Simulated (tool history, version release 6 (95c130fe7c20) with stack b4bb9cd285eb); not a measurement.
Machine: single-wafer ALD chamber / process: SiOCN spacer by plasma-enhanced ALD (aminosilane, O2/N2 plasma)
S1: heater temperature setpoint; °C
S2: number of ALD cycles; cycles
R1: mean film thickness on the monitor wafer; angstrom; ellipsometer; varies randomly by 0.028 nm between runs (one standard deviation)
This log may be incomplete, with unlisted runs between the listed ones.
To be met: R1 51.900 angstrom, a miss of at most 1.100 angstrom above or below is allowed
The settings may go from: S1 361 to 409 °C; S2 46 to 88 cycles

Run 1, hour 0.0: S1 385 °C, S2 67 cycles. Result: R1 42.020 angstrom.
Run 2, hour 6.3: S1 385 °C, S2 61 cycles. Result: R1 38.236 angstrom.
Run 3, hour 12.7: S1 376 °C, S2 61 cycles. Result: R1 38.095 angstrom.
Run 4, hour 17.9: S1 387 °C, S2 61 cycles. Result: R1 38.218 angstrom.
Run 5, hour 23.2: S1 397 °C, S2 61 cycles. Result: R1 38.215 angstrom.
Run 6, hour 29.8: S1 397 °C, S2 65 cycles. Result: R1 40.629 angstrom.
Run 7, hour 34.6: S1 397 °C, S2 68 cycles. Result: R1 42.260 angstrom.
Run 8, hour 38.6: S1 397 °C, S2 71 cycles. Result: R1 43.989 angstrom.
Run 9, hour 41.4: S1 397 °C, S2 73 cycles. Result: R1 45.532 angstrom.
Run 10, hour 43.0: S1 397 °C, S2 75 cycles. Result: R1 46.995 angstrom.
Run 11, hour 48.8: S1 397 °C, S2 76 cycles. Result: R1 47.262 angstrom.
Run 12, hour 55.5: S1 397 °C, S2 77 cycles. Result: R1 48.419 angstrom.
Run 13, hour 61.5: S1 397 °C, S2 78 cycles. Result: R1 48.999 angstrom.
Run 14, hour 63.0: S1 397 °C, S2 79 cycles. Result: R1 49.508 angstrom.
Run 15, hour 69.2: S1 397 °C, S2 80 cycles. Result: R1 49.270 angstrom.
Run 16, hour 75.7: S1 397 °C, S2 81 cycles. Result: R1 50.772 angstrom.

Which of these 5 next moves meets every target?
Run A, hour 82.2: S1 397 °C, S2 80 cycles. Result: R1 ?.
Run B, hour 82.2: S1 401 °C, S2 84 cycles. Result: R1 ?.
Run C, hour 82.2: S1 396 °C, S2 77 cycles. Result: R1 ?.
Run D, hour 82.2: S1 385 °C, S2 77 cycles. Result: R1 ?.
Run E, hour 82.2: S1 390 °C, S2 80 cycles. Result: R1 ?.

move      R1
   A  49.865
   B  51.805
   C  48.113
   D  48.113
   E  49.987
A: misses by more than the last run did
B: meets every target
C: misses by more than the last run did
D: misses by more than the last run did
E: misses by more than the last run did
Answer: B
